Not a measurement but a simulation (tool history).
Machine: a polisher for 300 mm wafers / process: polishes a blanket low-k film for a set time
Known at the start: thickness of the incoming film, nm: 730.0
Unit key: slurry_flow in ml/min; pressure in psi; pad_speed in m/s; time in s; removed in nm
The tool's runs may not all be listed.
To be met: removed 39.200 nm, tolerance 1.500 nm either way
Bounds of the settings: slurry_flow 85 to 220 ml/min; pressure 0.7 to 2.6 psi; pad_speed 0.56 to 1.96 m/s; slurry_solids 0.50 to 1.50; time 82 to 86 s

Run 1, hour 0.0: slurry_flow 140 ml/min, pressure 1.6 psi, pad_speed 1.26 m/s, slurry_solids 1.00, time 82 s. Result: removed 28.260 nm.
Run 2, hour 3.4: slurry_flow 140 ml/min, pressure 1.6 psi, pad_speed 1.26 m/s, slurry_solids 0.85, time 82 s. Result: removed 26.444 nm.
Run 3, hour 8.3: slurry_flow 140 ml/min, pressure 1.6 psi, pad_speed 1.26 m/s, slurry_solids 0.70, time 82 s. Result: removed 24.962 nm.
Run 4, hour 15.1: slurry_flow 145 ml/min, pressure 1.8 psi, pad_speed 1.26 m/s, slurry_solids 0.70, time 82 s. Result: removed 27.774 nm.
Run 5, hour 17.8: slurry_flow 145 ml/min, pressure 2.0 psi, pad_speed 1.26 m/s, slurry_solids 0.70, time 82 s. Result: removed 30.517 nm.
Run 6, hour 22.0: slurry_flow 145 ml/min, pressure 2.0 psi, pad_speed 1.02 m/s, slurry_solids 0.70, time 82 s. Result: removed 27.175 nm.
Run 7, hour 30.6: slurry_flow 150 ml/min, pressure 2.2 psi, pad_speed 1.04 m/s, slurry_solids 0.70, time 82 s. Result: removed 30.067 nm.
Run 8, hour 34.0: slurry_flow 150 ml/min, pressure 2.3 psi, pad_speed 1.08 m/s, slurry_solids 0.70, time 82 s. Result: removed 32.071 nm.
Run 9, hour 40.9: slurry_flow 170 ml/min, pressure 2.6 psi, pad_speed 1.10 m/s, slurry_solids 0.70, time 82 s. Result: removed 36.127 nm.
Run 10, hour 43.8: slurry_flow 170 ml/min, pressure 2.6 psi, pad_speed 1.14 m/s, slurry_solids 0.70, time 82 s. Result: removed 36.422 nm.
Run 11, hour 51.9: slurry_flow 170 ml/min, pressure 2.6 psi, pad_speed 1.18 m/s, slurry_solids 0.70, time 82 s. Result: removed 38.035 nm.

5 next moves are on the table. One of them brings every result within its allowed miss. Which?
Run A, hour 60.0: slurry_flow 185 ml/min, pressure 2.6 psi, pad_speed 1.14 m/s, slurry_solids 0.60, time 82 s. Result: removed ?.
Run B, hour 60.0: slurry_flow 190 ml/min, pressure 2.5 psi, pad_speed 1.28 m/s, slurry_solids 0.75, time 82 s. Result: removed ?.
Run C, hour 60.0: slurry_flow 175 ml/min, pressure 2.6 psi, pad_speed 0.94 m/s, slurry_solids 0.80, time 85 s. Result: removed ?.
Run D, hour 60.0: slurry_flow 165 ml/min, pressure 2.3 psi, pad_speed 1.40 m/s, slurry_solids 0.60, time 84 s. Result: removed ?.
Run E, hour 60.0: slurry_flow 175 ml/min, pressure 2.6 psi, pad_speed 1.26 m/s, slurry_solids 0.55, time 82 s. Result: removed ?.

move  removed
   A   34.902
   B   39.155
   C   35.640
   D   35.638
   E   35.632
A: lands further from the targets than the last run did
B: all results in spec
C: lands further from the targets than the last run did
D: lands further from the targets than the last run did
E: lands further from the targets than the last run did
The right move is B.
